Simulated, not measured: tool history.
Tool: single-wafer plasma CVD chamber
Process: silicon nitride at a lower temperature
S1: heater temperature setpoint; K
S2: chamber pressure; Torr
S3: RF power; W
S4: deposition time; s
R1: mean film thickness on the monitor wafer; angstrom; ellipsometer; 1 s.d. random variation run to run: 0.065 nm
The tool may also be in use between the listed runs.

run,hour,S1,S2,S3,S4,R1
1,0,648.15,1.46,250,26.6,238.56
2,2.3,648.15,1.54,255,26.6,246.07
3,4.9,648.15,1.54,255,25.4,235.62
4,13.8,648.15,1.54,235,25.4,223.37
5,16.3,637.15,1.54,235,25.4,224.5
6,20.1,637.15,1.61,245,25.4,233.35
7,27.2,637.15,1.67,250,25.4,240.05
8,32.9,637.15,1.72,255,25.4,244.82
9,40.2,637.15,1.76,260,25.4,250.25

What does the tool deliver on the next run?
10,48.9,637.15,1.8,265,25.4,?

Run 10 produced R1 253.22 angstrom.

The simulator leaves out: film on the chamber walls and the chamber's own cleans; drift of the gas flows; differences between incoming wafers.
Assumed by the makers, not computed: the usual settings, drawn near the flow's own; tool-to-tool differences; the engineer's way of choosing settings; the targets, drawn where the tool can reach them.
